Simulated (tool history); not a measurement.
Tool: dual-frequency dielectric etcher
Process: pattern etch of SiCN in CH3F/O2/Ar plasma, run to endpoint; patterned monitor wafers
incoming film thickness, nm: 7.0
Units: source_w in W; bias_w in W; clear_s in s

Run 1, hour 0.0: source_w 390 W, bias_w 55 W. Result: clear_s 20.526 s.
Run 2, hour 5.9: source_w 380 W, bias_w 55 W. Result: clear_s 20.738 s.
Run 3, hour 11.2: source_w 370 W, bias_w 55 W. Result: clear_s 21.243 s.
Run 4, hour 19.8: source_w 360 W, bias_w 55 W. Result: clear_s 21.427 s.
Run 5, hour 22.0: source_w 400 W, bias_w 55 W. Result: clear_s 20.128 s.
Run 6, hour 26.5: source_w 400 W, bias_w 62 W. Result: clear_s 19.367 s.
Run 7, hour 32.3: source_w 380 W, bias_w 62 W. Result: clear_s 19.885 s.
Run 8, hour 35.3: source_w 370 W, bias_w 62 W. Result: clear_s 20.261 s.

Run 9 comes next. What will it give?
Run 9, hour 37.7: source_w 360 W, bias_w 62 W. Result: clear_s ?.

clear_s: 20.724 s

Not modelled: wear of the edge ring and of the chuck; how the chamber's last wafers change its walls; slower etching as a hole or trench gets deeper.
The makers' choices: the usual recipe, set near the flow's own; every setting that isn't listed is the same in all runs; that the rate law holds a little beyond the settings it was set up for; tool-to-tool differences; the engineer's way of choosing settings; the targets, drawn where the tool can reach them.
